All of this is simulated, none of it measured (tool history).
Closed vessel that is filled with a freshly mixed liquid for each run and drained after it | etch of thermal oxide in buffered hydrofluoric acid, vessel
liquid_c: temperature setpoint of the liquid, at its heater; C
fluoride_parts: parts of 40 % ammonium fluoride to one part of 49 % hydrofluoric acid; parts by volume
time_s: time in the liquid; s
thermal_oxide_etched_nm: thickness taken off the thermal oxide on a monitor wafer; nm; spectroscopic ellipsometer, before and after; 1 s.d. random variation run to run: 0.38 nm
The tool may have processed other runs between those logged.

run  hour  liquid_c  fluoride_parts  time_s  thermal_oxide_etched_nm
  1     0        21              10      95                   92.401
  2   5.3      22.5              10      95                   100.74
  3   8.9      22.5              10      95                   100.41
  4  15.9      22.5             7.5      95                    130.5
  5  18.1      22.5             9.5      95                   104.25
  6    23      22.5             9.5     100                   109.28

For run 7, what comes out?
  7  30.9        23             9.5     100                        ?

thermal_oxide_etched_nm: 112.41 nm

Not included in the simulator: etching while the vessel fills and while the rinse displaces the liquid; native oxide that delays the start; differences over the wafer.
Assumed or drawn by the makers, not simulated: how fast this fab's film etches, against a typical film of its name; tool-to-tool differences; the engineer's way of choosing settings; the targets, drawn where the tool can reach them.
